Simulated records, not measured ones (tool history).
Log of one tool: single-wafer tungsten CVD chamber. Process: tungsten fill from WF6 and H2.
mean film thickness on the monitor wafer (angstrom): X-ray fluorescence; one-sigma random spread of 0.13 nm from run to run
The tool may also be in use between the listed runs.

run  hour  heater temperature setpoint (K)  chamber pressure (Torr)  deposition time (s)  mean film thickness on the monitor wafer (angstrom)
  1     0                           653.15                     40.3                 24.9                                               581.88
  2   3.7                           653.15                     44.9                 24.9                                               620.68
  3    10                           649.15                     44.9                 24.9                                               574.24
  4  18.5                           647.15                     44.9                 24.9                                               545.33
  5  21.5                           647.15                     44.9                 24.9                                               545.23
  6  26.6                           646.15                     44.9                 24.9                                               531.41
  7  33.7                           645.15                     44.9                 24.9                                               518.64

What does the tool deliver on the next run?
  8  38.3                           644.15                     44.9                 24.9                                                    ?

Logged for run 8: mean film thickness on the monitor wafer (angstrom) 510.53.

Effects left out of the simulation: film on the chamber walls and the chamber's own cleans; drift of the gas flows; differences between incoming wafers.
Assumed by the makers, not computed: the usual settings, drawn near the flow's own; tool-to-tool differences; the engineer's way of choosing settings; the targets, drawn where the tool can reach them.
